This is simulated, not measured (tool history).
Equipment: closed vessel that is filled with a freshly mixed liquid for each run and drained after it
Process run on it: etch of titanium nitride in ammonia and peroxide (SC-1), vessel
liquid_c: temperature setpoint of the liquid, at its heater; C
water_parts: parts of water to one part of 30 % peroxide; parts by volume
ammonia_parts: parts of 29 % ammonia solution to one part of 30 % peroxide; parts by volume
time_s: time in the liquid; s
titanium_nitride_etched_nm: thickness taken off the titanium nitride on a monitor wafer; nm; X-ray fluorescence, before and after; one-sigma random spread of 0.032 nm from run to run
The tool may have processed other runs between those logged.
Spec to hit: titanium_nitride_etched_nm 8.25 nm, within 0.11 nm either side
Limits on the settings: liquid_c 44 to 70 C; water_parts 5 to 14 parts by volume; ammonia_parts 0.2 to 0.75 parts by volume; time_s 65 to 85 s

run 1 hour=0 | liquid_c=60 water_parts=7.5 ammonia_parts=0.45 time_s=85 | titanium_nitride_etched_nm=11.905
run 2 hour=3.8 | liquid_c=59 water_parts=7.5 ammonia_parts=0.45 time_s=85 | titanium_nitride_etched_nm=11.152
run 3 hour=8.2 | liquid_c=59 water_parts=7.5 ammonia_parts=0.4 time_s=85 | titanium_nitride_etched_nm=10.919
run 4 hour=9.7 | liquid_c=56 water_parts=7.5 ammonia_parts=0.4 time_s=85 | titanium_nitride_etched_nm=8.9826
run 5 hour=12.6 | liquid_c=56 water_parts=7.5 ammonia_parts=0.5 time_s=85 | titanium_nitride_etched_nm=9.3368
run 6 hour=21.2 | liquid_c=55.5 water_parts=7.5 ammonia_parts=0.5 time_s=85 | titanium_nitride_etched_nm=9.0082
run 7 hour=29.8 | liquid_c=54.5 water_parts=7.5 ammonia_parts=0.5 time_s=85 | titanium_nitride_etched_nm=8.4307
run 8 hour=30.5 | liquid_c=54.5 water_parts=7.5 ammonia_parts=0.5 time_s=85 | titanium_nitride_etched_nm=8.4498

4 candidate next runs follow, results not yet known. Just one meets every target within its allowed miss. Identify it.
run A hour=31.2 | liquid_c=60.5 water_parts=9 ammonia_parts=0.3 time_s=70 | titanium_nitride_etched_nm=?
run B hour=31.2 | liquid_c=58.5 water_parts=10 ammonia_parts=0.45 time_s=75 | titanium_nitride_etched_nm=?
run C hour=31.2 | liquid_c=58 water_parts=7 ammonia_parts=0.4 time_s=70 | titanium_nitride_etched_nm=?
run D hour=31.2 | liquid_c=56 water_parts=7.5 ammonia_parts=0.45 time_s=80 | titanium_nitride_etched_nm=?

move=A titanium_nitride_etched_nm=8.551
move=B titanium_nitride_etched_nm=8.1753
move=C titanium_nitride_etched_nm=8.6824
move=D titanium_nitride_etched_nm=8.5576
A: misses by more than the last run did
B: all results in spec
C: misses by more than the last run did
D: misses by more than the last run did
B meets every target.

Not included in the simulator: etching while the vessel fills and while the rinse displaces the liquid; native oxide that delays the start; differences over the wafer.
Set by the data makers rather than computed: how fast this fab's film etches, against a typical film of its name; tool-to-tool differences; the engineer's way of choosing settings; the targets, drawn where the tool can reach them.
